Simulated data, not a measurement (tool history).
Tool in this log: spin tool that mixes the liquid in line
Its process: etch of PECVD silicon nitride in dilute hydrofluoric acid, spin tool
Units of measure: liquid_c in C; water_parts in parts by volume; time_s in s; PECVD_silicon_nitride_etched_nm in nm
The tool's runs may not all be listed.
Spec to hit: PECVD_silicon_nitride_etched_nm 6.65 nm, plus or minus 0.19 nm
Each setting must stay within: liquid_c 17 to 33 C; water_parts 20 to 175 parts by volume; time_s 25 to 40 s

| run | hour | liquid_c | water_parts | time_s | PECVD_silicon_nitride_etched_nm |
|---|---|---|---|---|---|
| 1 | 0 | 25 | 95 | 40 | 2.5328 |
| 2 | 6.9 | 27 | 85 | 40 | 3.1917 |
| 3 | 11.2 | 25 | 85 | 40 | 2.8291 |
| 4 | 13.7 | 26.5 | 85 | 40 | 3.1024 |
|  | 20 | thermometer replaced |
| 5 | 20 | 26.5 | 85 | 25 | 1.7709 |
| 6 | 27.3 | 23.5 | 85 | 25 | 1.4632 |
| 7 | 36 | 26 | 70 | 25 | 2.05 |
| 8 | 43.3 | 28 | 55 | 30 | 3.6425 |
| 9 | 43.8 | 29.5 | 55 | 30 | 3.9674 |
| 10 | 46 | 30.5 | 50 | 30 | 4.7315 |

Next run, 4 choices. One meets every target within its allowed miss, the rest don't. Which?
| A | 48.2 | 30 | 45 | 40 | ? |
| B | 48.2 | 32 | 40 | 35 | ? |
| C | 48.2 | 27 | 25 | 25 | ? |
| D | 48.2 | 31.5 | 40 | 35 | ? |

| move | PECVD_silicon_nitride_etched_nm |
|---|---|
| A | 6.7358 |
| B | 7.5285 |
| C | 6.1304 |
| D | 7.2912 |
A: all results land within tolerance of their targets
B: pushes the last run's worst result past its target
C: nearer than the last run, and not there yet
D: pushes the last run's worst result past its target
The right move is A.
